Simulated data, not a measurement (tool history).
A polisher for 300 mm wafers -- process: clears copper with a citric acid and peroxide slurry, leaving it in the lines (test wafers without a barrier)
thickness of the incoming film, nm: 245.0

| run | hour | flow of slurry (ml/min) | pressure of the wafer on the pad (kPa) | speed of the pad under the wafer (cm/s) | abrasive content of the slurry | overpolish time after the end point (s) | time until the end point was called (s) | dishing of a wide line in a test structure (Å) |
|---|---|---|---|---|---|---|---|---|
| 1 | 0 | 305 | 27.6 | 94 | 1 | 25 | 97.202 | 440.77 |
| 2 | 0.9 | 305 | 26.2 | 94 | 1 | 26 | 100.59 | 426.72 |
| 3 | 8.3 | 305 | 24.8 | 94 | 1 | 27 | 107.36 | 416.21 |
| 4 | 12 | 305 | 24.1 | 94 | 1 | 28 | 106.63 | 437.27 |
| 5 | 14.2 | 305 | 23.4 | 94 | 1 | 28 | 110.49 | 423.47 |
| 6 | 19.1 | 305 | 22.8 | 94 | 1 | 28 | 115.43 | 414.58 |

Run 7 is up next; what results do you expect?
| 7 | 21.4 | 305 | 22.1 | 94 | 1 | 28 | ? | ? |

{"run 7": {"time until the end point was called (s)": 116.56, "dishing of a wide line in a test structure (Å)": 397.35}}

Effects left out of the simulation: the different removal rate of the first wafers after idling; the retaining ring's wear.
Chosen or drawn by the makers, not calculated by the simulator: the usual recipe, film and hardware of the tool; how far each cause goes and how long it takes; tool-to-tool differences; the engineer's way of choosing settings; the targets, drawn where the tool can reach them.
